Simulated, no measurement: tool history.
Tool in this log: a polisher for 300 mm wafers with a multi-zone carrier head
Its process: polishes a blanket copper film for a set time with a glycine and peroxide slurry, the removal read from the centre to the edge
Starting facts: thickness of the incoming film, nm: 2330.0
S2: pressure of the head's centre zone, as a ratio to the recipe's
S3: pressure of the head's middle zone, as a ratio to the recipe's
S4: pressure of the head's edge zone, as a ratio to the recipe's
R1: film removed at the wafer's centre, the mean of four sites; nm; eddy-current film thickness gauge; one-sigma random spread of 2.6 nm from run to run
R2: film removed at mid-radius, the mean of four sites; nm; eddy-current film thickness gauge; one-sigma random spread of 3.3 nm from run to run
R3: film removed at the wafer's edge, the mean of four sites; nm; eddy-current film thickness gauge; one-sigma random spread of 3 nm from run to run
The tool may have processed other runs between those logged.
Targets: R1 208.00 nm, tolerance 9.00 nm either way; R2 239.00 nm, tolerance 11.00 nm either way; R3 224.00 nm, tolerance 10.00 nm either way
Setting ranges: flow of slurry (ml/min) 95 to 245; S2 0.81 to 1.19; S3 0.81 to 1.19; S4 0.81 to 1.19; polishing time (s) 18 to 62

run 1 hour=0.0 | flow_of_slurry_(ml/min)=155 S2=1.00 S3=1.00 S4=1.00 polishing_time_(s)=40 | R1=283.33 R2=259.26 R3=260.58
run 2 hour=8.2 | flow_of_slurry_(ml/min)=150 S2=0.97 S3=1.01 S4=0.99 polishing_time_(s)=39 | R1=260.03 R2=260.01 R3=246.60
run 3 hour=9.5 | flow_of_slurry_(ml/min)=150 S2=0.97 S3=1.01 S4=0.99 polishing_time_(s)=43 | R1=292.45 R2=289.47 R3=275.12
run 4 hour=15.5 | flow_of_slurry_(ml/min)=150 S2=0.91 S3=1.01 S4=0.99 polishing_time_(s)=43 | R1=275.12 R2=279.14 R3=274.69
run 5 hour=23.9 | flow_of_slurry_(ml/min)=145 S2=0.89 S3=1.01 S4=0.98 polishing_time_(s)=42 | R1=254.91 R2=276.42 R3=264.20
run 6 hour=32.7 | flow_of_slurry_(ml/min)=185 S2=0.89 S3=1.01 S4=0.98 polishing_time_(s)=42 | R1=269.63 R2=296.25 R3=282.03
run 7 hour=34.5 | flow_of_slurry_(ml/min)=175 S2=0.88 S3=1.00 S4=0.97 polishing_time_(s)=41 | R1=258.01 R2=276.40 R3=259.60
run 8 hour=35.9 | flow_of_slurry_(ml/min)=165 S2=0.87 S3=1.00 S4=0.97 polishing_time_(s)=41 | R1=251.85 R2=276.38 R3=265.46
run 9 hour=43.4 | flow_of_slurry_(ml/min)=160 S2=0.86 S3=1.00 S4=0.96 polishing_time_(s)=40 | R1=241.96 R2=274.70 R3=256.89
run 10 hour=44.3 | flow_of_slurry_(ml/min)=155 S2=0.86 S3=0.99 S4=0.95 polishing_time_(s)=39 | R1=235.36 R2=253.86 R3=245.28
run 11 hour=48.7 | flow_of_slurry_(ml/min)=150 S2=0.85 S3=0.99 S4=0.94 polishing_time_(s)=39 | R1=231.20 R2=258.42 R3=250.74
run 12 hour=55.2 | flow_of_slurry_(ml/min)=150 S2=0.85 S3=1.00 S4=0.94 polishing_time_(s)=38 | R1=225.13 R2=252.98 R3=244.15
run 13 hour=56.8 | flow_of_slurry_(ml/min)=150 S2=0.85 S3=1.01 S4=0.93 polishing_time_(s)=37 | R1=216.13 R2=244.70 R3=230.21

Pick the move, out of 4, that brings all results within their allowed miss; only one does.
run A hour=58.4 | flow_of_slurry_(ml/min)=125 S2=0.98 S3=1.01 S4=0.86 polishing_time_(s)=37 | R1=? R2=? R3=?
run B hour=58.4 | flow_of_slurry_(ml/min)=150 S2=0.87 S3=0.95 S4=0.98 polishing_time_(s)=39 | R1=? R2=? R3=?
run C hour=58.4 | flow_of_slurry_(ml/min)=140 S2=0.86 S3=1.06 S4=1.00 polishing_time_(s)=35 | R1=? R2=? R3=?
run D hour=58.4 | flow_of_slurry_(ml/min)=155 S2=0.95 S3=1.00 S4=0.86 polishing_time_(s)=37 | R1=? R2=? R3=?

move=A R1=238.93 R2=239.44 R3=215.92
move=B R1=233.50 R2=249.65 R3=248.76
move=C R1=204.06 R2=241.78 R3=222.88
move=D R1=243.74 R2=248.47 R3=223.01
A: moves away from the targets compared with the last run
B: moves away from the targets compared with the last run
C: in spec on every target
D: moves away from the targets compared with the last run
C meets every target.

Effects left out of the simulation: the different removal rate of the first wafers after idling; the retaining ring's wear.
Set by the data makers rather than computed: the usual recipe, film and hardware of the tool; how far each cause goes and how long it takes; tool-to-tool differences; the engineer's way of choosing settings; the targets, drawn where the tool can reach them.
